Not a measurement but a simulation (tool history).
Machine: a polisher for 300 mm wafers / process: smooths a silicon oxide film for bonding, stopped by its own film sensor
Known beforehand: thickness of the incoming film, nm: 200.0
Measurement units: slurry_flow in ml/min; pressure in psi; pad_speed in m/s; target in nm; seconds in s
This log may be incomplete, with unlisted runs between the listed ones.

run 1 day=0.000 | slurry_flow=270 pressure=2.4 pad_speed=0.78 slurry_solids=1.0 target=128 | seconds=106.980
run 2 day=0.167 | slurry_flow=215 pressure=2.4 pad_speed=0.78 slurry_solids=1.0 target=128 | seconds=109.090
run 3 day=0.254 | slurry_flow=215 pressure=2.6 pad_speed=0.78 slurry_solids=1.0 target=128 | seconds=103.030
run 4 day=0.475 | slurry_flow=215 pressure=2.6 pad_speed=0.84 slurry_solids=1.0 target=128 | seconds=95.602
run 5 day=0.529 | slurry_flow=220 pressure=2.8 pad_speed=0.84 slurry_solids=1.0 target=128 | seconds=89.054
run 6 day=0.658 | slurry_flow=220 pressure=2.2 pad_speed=0.84 slurry_solids=1.0 target=128 | seconds=108.600
run 7 day=0.925 | slurry_flow=220 pressure=2.5 pad_speed=0.84 slurry_solids=1.0 target=128 | seconds=99.670
run 8 day=1.088 | slurry_flow=225 pressure=2.7 pad_speed=0.84 slurry_solids=1.0 target=128 | seconds=91.468
run 9 day=1.438 | slurry_flow=230 pressure=2.8 pad_speed=0.84 slurry_solids=1.0 target=128 | seconds=88.958
run 10 day=1.496 | slurry_flow=230 pressure=2.9 pad_speed=0.84 slurry_solids=1.0 target=128 | seconds=85.608
run 11 day=1.804 | slurry_flow=235 pressure=3.0 pad_speed=0.84 slurry_solids=1.0 target=128 | seconds=83.920
run 12 day=1.954 | slurry_flow=235 pressure=3.1 pad_speed=0.84 slurry_solids=1.0 target=128 | seconds=81.047
run 13 day=2.046 | slurry_flow=235 pressure=3.2 pad_speed=0.84 slurry_solids=1.0 target=128 | seconds=79.178
run 14 day=2.262 | slurry_flow=235 pressure=3.3 pad_speed=0.84 slurry_solids=1.0 target=128 | seconds=77.656

For run 15, what comes out?
run 15 day=2.562 | slurry_flow=235 pressure=3.4 pad_speed=0.84 slurry_solids=1.0 target=128 | seconds=?

{"run 15": {"seconds": 74.733}}
